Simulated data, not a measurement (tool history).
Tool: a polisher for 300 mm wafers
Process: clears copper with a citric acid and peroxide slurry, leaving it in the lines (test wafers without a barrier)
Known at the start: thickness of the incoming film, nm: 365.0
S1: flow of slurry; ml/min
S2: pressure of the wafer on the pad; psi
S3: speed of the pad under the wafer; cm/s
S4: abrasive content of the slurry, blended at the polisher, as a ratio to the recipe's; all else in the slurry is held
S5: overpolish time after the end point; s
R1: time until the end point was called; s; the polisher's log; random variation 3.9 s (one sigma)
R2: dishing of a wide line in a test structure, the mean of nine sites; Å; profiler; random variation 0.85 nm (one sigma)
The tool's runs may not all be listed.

Run 1, hour 0.0: S1 155 ml/min, S2 3.1 psi, S3 142 cm/s, S4 1.0, S5 28 s. Result: R1 113.16 s, R2 554.59 Å.
Run 2, hour 4.4: S1 155 ml/min, S2 2.6 psi, S3 140 cm/s, S4 1.0, S5 29 s. Result: R1 134.51 s, R2 510.66 Å.
Run 3, hour 12.9: S1 155 ml/min, S2 2.3 psi, S3 138 cm/s, S4 1.0, S5 29 s. Result: R1 150.53 s, R2 440.65 Å.
Run 4, hour 13.8: S1 175 ml/min, S2 2.3 psi, S3 138 cm/s, S4 1.0, S5 29 s. Result: R1 149.36 s, R2 463.43 Å.
Run 5, hour 22.7: S1 175 ml/min, S2 3.0 psi, S3 138 cm/s, S4 1.0, S5 29 s. Result: R1 116.20 s, R2 576.30 Å.
Run 6, hour 24.7: S1 175 ml/min, S2 2.7 psi, S3 138 cm/s, S4 1.0, S5 29 s. Result: R1 130.81 s, R2 499.30 Å.
Run 7, hour 28.3: S1 175 ml/min, S2 2.4 psi, S3 136 cm/s, S4 1.0, S5 30 s. Result: R1 147.88 s, R2 476.78 Å.
Run 8, hour 32.4: S1 175 ml/min, S2 2.2 psi, S3 134 cm/s, S4 1.0, S5 31 s. Result: R1 162.17 s, R2 439.56 Å.

The next listed run, before its measurement:
Run 9, hour 37.8: S1 175 ml/min, S2 2.0 psi, S3 134 cm/s, S4 1.0, S5 32 s. Result: R1 ?, R2 ?.

{"run 9": {"R1": 179.63, "R2": 441.9}}

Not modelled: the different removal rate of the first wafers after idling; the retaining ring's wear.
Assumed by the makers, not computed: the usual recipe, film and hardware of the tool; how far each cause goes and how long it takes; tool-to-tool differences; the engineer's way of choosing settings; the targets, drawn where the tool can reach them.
